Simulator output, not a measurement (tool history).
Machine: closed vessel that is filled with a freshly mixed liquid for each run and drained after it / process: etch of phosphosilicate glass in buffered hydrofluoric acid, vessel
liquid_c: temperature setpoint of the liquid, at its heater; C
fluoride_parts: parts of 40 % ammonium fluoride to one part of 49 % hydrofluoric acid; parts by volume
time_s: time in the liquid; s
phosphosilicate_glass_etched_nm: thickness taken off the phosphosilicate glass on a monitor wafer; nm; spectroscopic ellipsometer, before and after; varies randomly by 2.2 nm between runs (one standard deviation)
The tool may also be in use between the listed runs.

run    day  liquid_c  fluoride_parts  time_s  phosphosilicate_glass_etched_nm
  1  0.000      21.0            23.0      95                           259.50
  2  0.100      17.5            23.0      95                           212.06
  3  0.442      20.5            23.0      95                           254.50
  4  0.604      21.0            23.0      95                           258.52
  5  0.967      21.0            23.0      95                           259.98
  6  1.171      22.5            23.0      95                           282.81

The next listed run, before its measurement:
  7  1.533      23.0            23.0      95                                ?

For run 7 the tool returned phosphosilicate_glass_etched_nm 286.82 nm.

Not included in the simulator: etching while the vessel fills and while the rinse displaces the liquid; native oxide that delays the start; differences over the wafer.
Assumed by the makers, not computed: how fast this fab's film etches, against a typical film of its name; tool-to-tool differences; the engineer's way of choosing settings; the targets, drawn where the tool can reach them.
